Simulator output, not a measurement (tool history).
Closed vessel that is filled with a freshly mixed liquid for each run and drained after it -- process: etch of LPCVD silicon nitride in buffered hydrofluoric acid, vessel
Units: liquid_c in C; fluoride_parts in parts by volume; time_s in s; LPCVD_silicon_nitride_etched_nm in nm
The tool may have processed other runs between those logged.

run	hour	liquid_c	fluoride_parts	time_s	LPCVD_silicon_nitride_etched_nm
1	0.0	23.0	11.5	675	8.2421
2	3.0	23.0	14.5	675	6.5718
3	8.4	23.0	14.5	675	6.5832
4	14.9	23.0	14.5	675	6.6558
5	16.5	24.5	14.5	675	7.1894
6	23.1	25.5	14.5	675	7.7055

For run 7, what comes out?
7	24.4	26.0	14.5	675	?

{"run 7": {"LPCVD_silicon_nitride_etched_nm": 7.8234}}

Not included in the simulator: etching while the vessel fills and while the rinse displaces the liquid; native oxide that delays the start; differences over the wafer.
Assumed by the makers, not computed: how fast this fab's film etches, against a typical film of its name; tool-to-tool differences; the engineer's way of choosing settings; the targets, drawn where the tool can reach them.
